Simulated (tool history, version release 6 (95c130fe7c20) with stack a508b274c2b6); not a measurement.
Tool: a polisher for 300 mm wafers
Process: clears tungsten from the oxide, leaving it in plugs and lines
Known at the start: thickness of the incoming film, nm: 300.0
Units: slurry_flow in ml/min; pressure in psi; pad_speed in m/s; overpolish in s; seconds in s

Run 1, hour 0: slurry_flow 185 ml/min, pressure 2.4 psi, pad_speed 1.02 m/s, slurry_solids 1, overpolish 7 s. Result: seconds 91.469 s.
Run 2, hour 7: slurry_flow 180 ml/min, pressure 2.1 psi, pad_speed 1.02 m/s, slurry_solids 1, overpolish 7 s. Result: seconds 104.81 s.
Run 3, hour 10.9: slurry_flow 175 ml/min, pressure 1.9 psi, pad_speed 1.02 m/s, slurry_solids 1, overpolish 7 s. Result: seconds 115.87 s.
Run 4, hour 13.8: slurry_flow 170 ml/min, pressure 1.8 psi, pad_speed 1.02 m/s, slurry_solids 1, overpolish 7 s. Result: seconds 123.59 s.
Run 5, hour 20.7: slurry_flow 165 ml/min, pressure 1.7 psi, pad_speed 1.02 m/s, slurry_solids 1, overpolish 7 s. Result: seconds 130.01 s.
Run 6, hour 27.9: slurry_flow 165 ml/min, pressure 1.7 psi, pad_speed 1.02 m/s, slurry_solids 1.1, overpolish 7 s. Result: seconds 125.53 s.
Run 7, hour 34.3: slurry_flow 160 ml/min, pressure 1.6 psi, pad_speed 1.02 m/s, slurry_solids 1.1, overpolish 7 s. Result: seconds 133.25 s.

Run 8 comes next. What will it give?
Run 8, hour 40.2: slurry_flow 155 ml/min, pressure 1.6 psi, pad_speed 1.02 m/s, slurry_solids 1.1, overpolish 7 s. Result: seconds ?.

seconds: 136.85 s

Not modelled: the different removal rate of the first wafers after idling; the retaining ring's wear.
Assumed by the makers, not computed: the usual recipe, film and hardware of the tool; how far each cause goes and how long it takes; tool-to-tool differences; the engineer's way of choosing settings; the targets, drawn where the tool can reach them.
